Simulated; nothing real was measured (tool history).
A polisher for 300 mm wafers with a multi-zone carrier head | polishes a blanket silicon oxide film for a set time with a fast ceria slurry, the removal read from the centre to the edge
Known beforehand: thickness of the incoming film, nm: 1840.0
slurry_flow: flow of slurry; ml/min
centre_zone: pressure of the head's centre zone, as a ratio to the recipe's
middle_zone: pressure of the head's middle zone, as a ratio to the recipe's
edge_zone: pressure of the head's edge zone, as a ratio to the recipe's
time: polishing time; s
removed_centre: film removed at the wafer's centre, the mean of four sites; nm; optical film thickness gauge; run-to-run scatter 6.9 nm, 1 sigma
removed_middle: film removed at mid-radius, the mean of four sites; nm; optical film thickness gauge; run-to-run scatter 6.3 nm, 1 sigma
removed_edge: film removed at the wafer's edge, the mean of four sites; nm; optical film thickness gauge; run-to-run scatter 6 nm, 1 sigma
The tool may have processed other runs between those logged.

| run | hour | slurry_flow | centre_zone | middle_zone | edge_zone | time | removed_centre | removed_middle | removed_edge |
|---|---|---|---|---|---|---|---|---|---|
| 1 | 0.0 | 275 | 1.00 | 1.00 | 1.00 | 37 | 712.03 | 762.89 | 778.44 |
| 2 | 2.2 | 275 | 1.00 | 1.00 | 1.05 | 37 | 700.84 | 781.52 | 801.94 |
| 3 | 7.8 | 275 | 1.00 | 1.00 | 1.05 | 29 | 568.15 | 612.48 | 622.67 |
| 4 | 8.3 | 275 | 0.92 | 1.00 | 1.05 | 29 | 510.17 | 606.64 | 628.56 |
| 5 | 14.8 | 280 | 0.94 | 1.00 | 1.02 | 27 | 491.19 | 562.07 | 572.96 |
| 6 | 22.0 | 280 | 0.96 | 1.00 | 0.98 | 26 | 484.43 | 555.70 | 541.67 |
| 7 | 30.4 | 280 | 0.98 | 0.98 | 0.96 | 26 | 491.74 | 536.62 | 530.66 |
| 8 | 31.5 | 280 | 0.99 | 0.97 | 0.94 | 26 | 482.37 | 527.09 | 528.08 |

What does the tool deliver on the next run?
| 9 | 33.2 | 280 | 1.02 | 0.96 | 0.92 | 26 | ? | ? | ? |

removed_centre: 510.09 nm
removed_middle: 533.66 nm
removed_edge: 520.09 nm
